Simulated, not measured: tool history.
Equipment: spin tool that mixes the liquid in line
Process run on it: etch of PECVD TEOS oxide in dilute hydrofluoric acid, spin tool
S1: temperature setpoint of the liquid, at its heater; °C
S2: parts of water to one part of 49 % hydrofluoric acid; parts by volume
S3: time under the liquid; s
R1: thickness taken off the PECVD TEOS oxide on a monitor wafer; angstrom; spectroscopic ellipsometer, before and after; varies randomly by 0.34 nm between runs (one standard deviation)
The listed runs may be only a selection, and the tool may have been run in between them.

run    day    S1  S2   S3      R1
  1      0    21  75  155  257.25
  2  0.296    21  55  155  354.65
  3  0.658    21  30  155  658.59
  4  0.942  20.5  30  155  657.07
  5  1.017    20  35  155  545.36
  6  1.183    20  20  155  958.74
  7  1.338  20.5  25  155  790.69
  8  1.421    20  30  155   652.4
  9  1.562  19.5  30  155  630.55
 10  1.646    19  30  155  617.44
 11  1.838    18  40  155  443.13

Predict the results of run 12:
 12  2.088  17.5  40  155   ?

Run 12 came out at R1 423.64 angstrom.

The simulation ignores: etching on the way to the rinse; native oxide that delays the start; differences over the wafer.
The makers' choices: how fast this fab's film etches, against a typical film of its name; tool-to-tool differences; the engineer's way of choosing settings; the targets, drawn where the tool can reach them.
